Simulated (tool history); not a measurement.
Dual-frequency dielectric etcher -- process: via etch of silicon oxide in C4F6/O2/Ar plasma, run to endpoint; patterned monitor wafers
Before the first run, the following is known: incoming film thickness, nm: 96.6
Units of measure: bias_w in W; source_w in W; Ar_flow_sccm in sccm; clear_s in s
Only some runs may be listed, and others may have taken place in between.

run,hour,bias_w,source_w,Ar_flow_sccm,clear_s
1,0.0,576,290,361,25.249
2,4.7,576,330,361,23.919
3,8.5,576,330,337,23.686
4,10.6,576,330,389,23.767
5,14.2,537,330,389,24.929
6,23.0,518,330,389,25.146

For run 7, what comes out?
7,24.7,498,330,389,?

{"run 7": {"clear_s": 25.672}}
